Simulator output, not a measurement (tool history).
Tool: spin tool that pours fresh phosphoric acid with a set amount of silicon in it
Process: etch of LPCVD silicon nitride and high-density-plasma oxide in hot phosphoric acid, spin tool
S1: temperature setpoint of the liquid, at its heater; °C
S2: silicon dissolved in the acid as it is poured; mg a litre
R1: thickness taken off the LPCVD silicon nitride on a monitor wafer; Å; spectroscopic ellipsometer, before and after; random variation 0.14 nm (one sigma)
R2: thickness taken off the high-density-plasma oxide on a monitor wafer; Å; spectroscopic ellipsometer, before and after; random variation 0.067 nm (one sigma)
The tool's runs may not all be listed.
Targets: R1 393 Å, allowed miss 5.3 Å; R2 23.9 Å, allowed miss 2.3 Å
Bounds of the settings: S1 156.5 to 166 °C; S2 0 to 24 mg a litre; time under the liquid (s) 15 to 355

Run 1, day 0: S1 161 °C, S2 10.5 mg a litre, time under the liquid (s) 180. Result: R1 206.98 Å, R2 9.6088 Å.
Run 2, day 0.067: S1 159.5 °C, S2 10.5 mg a litre, time under the liquid (s) 180. Result: R1 197.45 Å, R2 8.9033 Å.
Run 3, day 0.262: S1 159.5 °C, S2 5 mg a litre, time under the liquid (s) 180. Result: R1 196.54 Å, R2 9.78 Å.
Run 4, day 0.558: S1 158.5 °C, S2 5 mg a litre, time under the liquid (s) 180. Result: R1 190.07 Å, R2 9.0143 Å.
At day 0.783: thermometer replaced.
Run 5, day 0.783: S1 159.5 °C, S2 5 mg a litre, time under the liquid (s) 180. Result: R1 180.62 Å, R2 8.0113 Å.
Run 6, day 0.95: S1 159 °C, S2 5 mg a litre, time under the liquid (s) 180. Result: R1 179.25 Å, R2 8.0859 Å.
Run 7, day 1.192: S1 160.5 °C, S2 8 mg a litre, time under the liquid (s) 195. Result: R1 203.62 Å, R2 9.0427 Å.
Run 8, day 1.454: S1 163 °C, S2 1.5 mg a litre, time under the liquid (s) 285. Result: R1 322.51 Å, R2 18.335 Å.
Run 9, day 1.55: S1 163.5 °C, S2 2 mg a litre, time under the liquid (s) 290. Result: R1 333.65 Å, R2 19.029 Å.
Run 10, day 1.783: S1 164 °C, S2 2.5 mg a litre, time under the liquid (s) 295. Result: R1 343.72 Å, R2 18.484 Å.
Run 11, day 2.125: S1 164.5 °C, S2 2 mg a litre, time under the liquid (s) 300. Result: R1 357.26 Å, R2 20.698 Å.
Run 12, day 2.408: S1 165 °C, S2 2 mg a litre, time under the liquid (s) 305. Result: R1 369.39 Å, R2 21.732 Å.
Run 13, day 2.512: S1 165.5 °C, S2 2 mg a litre, time under the liquid (s) 310. Result: R1 378.9 Å, R2 23.811 Å.
Run 14, day 2.688: S1 165.5 °C, S2 2 mg a litre, time under the liquid (s) 310. Result: R1 382.48 Å, R2 23.458 Å.
Run 15, day 2.929: S1 165.5 °C, S2 2.5 mg a litre, time under the liquid (s) 310. Result: R1 383.18 Å, R2 23.759 Å.
Run 16, day 3.221: S1 165.5 °C, S2 3 mg a litre, time under the liquid (s) 310. Result: R1 381.55 Å, R2 23.377 Å.
Run 17, day 3.325: S1 165.5 °C, S2 3.5 mg a litre, time under the liquid (s) 310. Result: R1 381.17 Å, R2 22.311 Å.

5 next moves are on the table. One of them brings every result within its allowed miss. Which?
Run A, day 3.429: S1 165.5 °C, S2 4.5 mg a litre, time under the liquid (s) 305. Result: R1 ?, R2 ?.
Run B, day 3.429: S1 166 °C, S2 4 mg a litre, time under the liquid (s) 315. Result: R1 ?, R2 ?.
Run C, day 3.429: S1 166 °C, S2 12 mg a litre, time under the liquid (s) 315. Result: R1 ?, R2 ?.
Run D, day 3.429: S1 166 °C, S2 6.5 mg a litre, time under the liquid (s) 295. Result: R1 ?, R2 ?.
Run E, day 3.429: S1 166 °C, S2 5 mg a litre, time under the liquid (s) 325. Result: R1 ?, R2 ?.

move      R1      R2
   A  374.38  20.724
   B  393.03   22.41
   C  393.03  18.895
   D  368.08  19.958
   E  405.51  22.668
A: further off than the last run
B: meets every target
C: brings the result that was furthest off to its target, and leaves another outside
D: further off than the last run
E: takes the result that was furthest off past its target
Answer: B
